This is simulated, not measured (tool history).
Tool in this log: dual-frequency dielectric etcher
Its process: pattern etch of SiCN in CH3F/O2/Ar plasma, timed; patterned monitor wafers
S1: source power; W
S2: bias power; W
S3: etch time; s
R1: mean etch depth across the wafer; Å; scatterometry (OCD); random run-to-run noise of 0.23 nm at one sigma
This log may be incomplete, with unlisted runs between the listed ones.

Run 1, hour 0: S1 530 W, S2 71 W, S3 92 s. Result: R1 405.26 Å.
Run 2, hour 5.1: S1 530 W, S2 80 W, S3 92 s. Result: R1 423.51 Å.
Run 3, hour 11.4: S1 530 W, S2 80 W, S3 92 s. Result: R1 418.08 Å.
Run 4, hour 17.7: S1 590 W, S2 80 W, S3 92 s. Result: R1 447.54 Å.
Run 5, hour 20.3: S1 540 W, S2 80 W, S3 92 s. Result: R1 427.56 Å.
Run 6, hour 25.8: S1 520 W, S2 79 W, S3 92 s. Result: R1 420.46 Å.
Run 7, hour 31.3: S1 500 W, S2 78 W, S3 92 s. Result: R1 410.73 Å.

Run 8, settings as shown, results not yet in. Your forecast:
Run 8, hour 37: S1 480 W, S2 77 W, S3 92 s. Result: R1 ?.

{"run 8": {"R1": 398.25}}
